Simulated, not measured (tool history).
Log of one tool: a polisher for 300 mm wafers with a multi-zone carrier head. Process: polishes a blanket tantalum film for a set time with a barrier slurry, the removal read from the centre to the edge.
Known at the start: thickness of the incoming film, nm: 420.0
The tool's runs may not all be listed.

run,hour,flow of slurry (ml/min),pressure of the head's centre zone,pressure of the head's middle zone,pressure of the head's edge zone,abrasive content of the slurry,polishing time (s),film removed at the wafer's centre (nm),film removed at mid-radius (nm),film removed at the wafer's edge (nm)
1,0.0,195,1.00,1.00,1.00,1.00,31,51.137,51.550,51.492
2,3.7,200,1.01,1.02,1.02,1.10,32,54.169,54.268,56.329
3,10.8,200,1.05,1.02,1.02,1.10,32,57.374,53.059,55.478
4,13.2,200,1.05,1.02,1.02,0.95,32,53.672,51.801,53.309
5,14.3,210,1.05,1.05,1.02,1.05,33,58.565,57.345,56.677
6,22.5,210,0.99,1.05,1.02,1.05,33,54.469,56.301,56.686
7,24.2,215,1.00,1.07,1.02,1.15,34,57.636,61.572,59.890
8,29.9,220,1.02,1.08,1.04,1.20,35,61.708,65.568,63.500
9,30.8,225,1.04,1.08,1.06,1.25,36,67.543,66.841,66.117
10,38.5,225,1.04,1.09,1.07,1.30,37,67.499,70.801,69.696

Forecast run 11:
11,40.7,230,1.05,1.09,1.08,1.35,38,?,?,?

Run 11 gave film removed at the wafer's centre (nm) 70.910, film removed at mid-radius (nm) 74.793, film removed at the wafer's edge (nm) 72.765.
